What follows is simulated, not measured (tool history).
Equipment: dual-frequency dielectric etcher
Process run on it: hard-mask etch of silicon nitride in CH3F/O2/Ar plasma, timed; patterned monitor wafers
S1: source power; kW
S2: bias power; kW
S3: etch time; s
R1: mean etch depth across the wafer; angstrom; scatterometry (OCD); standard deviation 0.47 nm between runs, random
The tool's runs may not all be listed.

run,day,S1,S2,S3,R1
1,0,0.41,0.063,153,861.84
2,0.225,0.34,0.063,153,768.27
3,0.271,0.34,0.063,160,797.5
4,0.392,0.38,0.064,160,866.74
5,0.608,0.38,0.073,160,915.18
6,0.825,0.4,0.074,160,940.77
7,0.988,0.42,0.075,160,976.4
8,1.262,0.43,0.075,160,974.15
9,1.325,0.5,0.08,160,1079.5

Run 10 has not been measured yet. What should we expect?
10,1.483,0.49,0.08,160,?

For run 10 the tool returned R1 1075.1 angstrom.
